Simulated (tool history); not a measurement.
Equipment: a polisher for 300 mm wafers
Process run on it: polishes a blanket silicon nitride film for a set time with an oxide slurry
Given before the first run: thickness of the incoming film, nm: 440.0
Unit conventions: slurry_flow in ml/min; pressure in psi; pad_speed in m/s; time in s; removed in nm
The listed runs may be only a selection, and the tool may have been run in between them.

run,hour,slurry_flow,pressure,pad_speed,slurry_solids,time,removed
1,0,165,4.8,1.34,1,40,48.534
2,2.6,165,4.8,1.14,1,40,45.069
3,8.3,120,4.8,1.14,1,40,41.562
4,13.3,120,4.8,0.9,1,40,36.603
5,21.1,125,5.1,0.9,1,40,38.62
6,21.9,125,5.1,0.9,0.85,40,36.186
7,27.8,130,5.4,0.92,0.85,40,37.851

Estimate the outcome of run 8 from the log above:
8,28.6,135,5.7,0.96,0.85,40,?

removed: 41.946 nm

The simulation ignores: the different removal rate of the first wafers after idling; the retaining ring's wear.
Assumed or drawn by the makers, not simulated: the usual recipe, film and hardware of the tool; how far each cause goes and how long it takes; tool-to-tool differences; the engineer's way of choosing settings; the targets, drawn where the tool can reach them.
